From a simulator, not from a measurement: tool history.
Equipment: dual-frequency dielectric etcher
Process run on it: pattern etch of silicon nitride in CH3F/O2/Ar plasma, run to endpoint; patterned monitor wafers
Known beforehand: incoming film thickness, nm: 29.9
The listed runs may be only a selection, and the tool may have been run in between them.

| run | hour | source power (W) | bias power (W) | endpoint time (s) |
|---|---|---|---|---|
| 1 | 0 | 540 | 58 | 44.108 |
| 2 | 0.6 | 510 | 58 | 44.772 |
| 3 | 4.3 | 470 | 58 | 45.897 |
| 4 | 6.7 | 470 | 68 | 42.212 |
| 5 | 8.3 | 470 | 77 | 39.484 |
| 6 | 10.4 | 430 | 77 | 40.675 |
| 7 | 19 | 320 | 66 | 47.346 |
| 8 | 22.1 | 320 | 65 | 47.469 |
| 9 | 25.9 | 320 | 65 | 47.745 |
| 10 | 28.2 | 320 | 64 | 47.892 |

Forecast run 11:
| 11 | 29.2 | 320 | 63 | ? |

endpoint time (s): 47.948

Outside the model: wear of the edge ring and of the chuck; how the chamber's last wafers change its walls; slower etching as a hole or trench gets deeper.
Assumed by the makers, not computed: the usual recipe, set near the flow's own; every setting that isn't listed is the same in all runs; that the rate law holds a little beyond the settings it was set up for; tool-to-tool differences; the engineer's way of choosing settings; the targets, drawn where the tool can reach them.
